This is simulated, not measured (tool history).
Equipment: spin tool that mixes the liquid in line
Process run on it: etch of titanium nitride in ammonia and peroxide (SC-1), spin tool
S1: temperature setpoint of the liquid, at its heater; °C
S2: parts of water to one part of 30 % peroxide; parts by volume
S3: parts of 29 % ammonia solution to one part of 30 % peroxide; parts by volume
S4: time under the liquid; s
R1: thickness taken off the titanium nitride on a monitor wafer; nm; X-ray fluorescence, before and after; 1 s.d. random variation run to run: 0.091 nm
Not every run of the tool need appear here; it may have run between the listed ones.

run	hour	S1	S2	S3	S4	R1
1	0	50	9	0.55	70	5.7861
2	6.5	52	9	0.55	70	6.8382
3	13.6	47	9	0.55	70	4.6684
4	16	49.5	9	0.55	70	5.6474
5	19.1	49.5	6.5	0.55	70	6.6851
6	23.4	49.5	6.5	0.55	70	6.682
7	27.7	50.5	6.5	0.55	70	6.9913

Expected results for the next run?
8	29.5	55.5	6.5	0.55	70	?

Logged for run 8: R1 10.01 nm.
